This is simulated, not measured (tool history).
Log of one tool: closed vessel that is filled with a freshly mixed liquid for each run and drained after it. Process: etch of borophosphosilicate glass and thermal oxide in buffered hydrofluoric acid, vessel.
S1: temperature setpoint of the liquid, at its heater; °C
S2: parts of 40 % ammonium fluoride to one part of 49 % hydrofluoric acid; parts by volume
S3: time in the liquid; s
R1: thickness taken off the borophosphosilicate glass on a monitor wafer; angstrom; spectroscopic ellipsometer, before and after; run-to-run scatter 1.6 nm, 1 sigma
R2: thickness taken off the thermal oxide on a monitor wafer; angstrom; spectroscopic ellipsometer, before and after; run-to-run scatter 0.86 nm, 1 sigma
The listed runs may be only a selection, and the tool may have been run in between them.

run    day    S1  S2  S3      R1      R2
  1      0    24   7  60  1162.2  938.75
  2  0.242  25.5   7  60  1238.8  1011.4
  3  0.433  26.5   7  60  1319.4  1073.2
  4  0.808  27.5   7  60  1377.7  1138.2
  5  0.967    28   7  60  1416.9  1162.5
  6  1.258    25   7  60    1202  983.84

Estimate the outcome of run 7 from the log above:
  7  1.642  26.5   7  60   ?   ?

R1: 1312.5 angstrom
R2: 1063.3 angstrom
